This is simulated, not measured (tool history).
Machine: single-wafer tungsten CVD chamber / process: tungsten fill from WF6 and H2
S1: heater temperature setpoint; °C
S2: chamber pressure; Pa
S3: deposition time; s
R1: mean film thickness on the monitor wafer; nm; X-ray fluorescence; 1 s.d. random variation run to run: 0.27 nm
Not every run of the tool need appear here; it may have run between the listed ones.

Run 1, hour 0.0: S1 390 °C, S2 5346 Pa, S3 24.7 s. Result: R1 60.701 nm.
Run 2, hour 0.6: S1 400 °C, S2 5346 Pa, S3 24.7 s. Result: R1 73.380 nm.
Run 3, hour 2.3: S1 393 °C, S2 5346 Pa, S3 24.7 s. Result: R1 64.173 nm.
Run 4, hour 7.5: S1 402 °C, S2 5346 Pa, S3 24.7 s. Result: R1 76.522 nm.
Run 5, hour 8.1: S1 402 °C, S2 5346 Pa, S3 23.5 s. Result: R1 72.574 nm.
Run 6, hour 16.2: S1 404 °C, S2 5573 Pa, S3 23.6 s. Result: R1 78.027 nm.
Run 7, hour 19.5: S1 406 °C, S2 5706 Pa, S3 23.6 s. Result: R1 82.103 nm.
Run 8, hour 23.0: S1 408 °C, S2 5813 Pa, S3 23.6 s. Result: R1 85.704 nm.
Run 9, hour 31.1: S1 409 °C, S2 5919 Pa, S3 23.6 s. Result: R1 88.610 nm.

What will run 10 give?
At hour 35.4: thermocouple changed; heater temperature recalibrated.
Run 10, hour 35.4: S1 410 °C, S2 5986 Pa, S3 23.6 s. Result: R1 ?.

R1: 98.017 nm
